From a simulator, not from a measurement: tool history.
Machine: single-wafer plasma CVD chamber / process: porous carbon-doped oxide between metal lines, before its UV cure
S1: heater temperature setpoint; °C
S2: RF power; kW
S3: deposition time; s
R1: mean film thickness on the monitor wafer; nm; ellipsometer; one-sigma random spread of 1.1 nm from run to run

run,hour,S1,S2,S3,R1
1,0.0,285,0.555,46.9,277.77
2,5.1,285,0.555,46.9,274.99
3,11.9,283,0.555,46.9,280.70
4,14.2,283,0.555,46.9,277.82
5,17.5,293,0.555,46.9,261.04
6,21.2,293,0.630,46.9,283.19

Run 7, settings as shown, results not yet in. Your forecast:
7,28.3,292,0.630,46.9,?

For run 7 the tool returned R1 283.62 nm.

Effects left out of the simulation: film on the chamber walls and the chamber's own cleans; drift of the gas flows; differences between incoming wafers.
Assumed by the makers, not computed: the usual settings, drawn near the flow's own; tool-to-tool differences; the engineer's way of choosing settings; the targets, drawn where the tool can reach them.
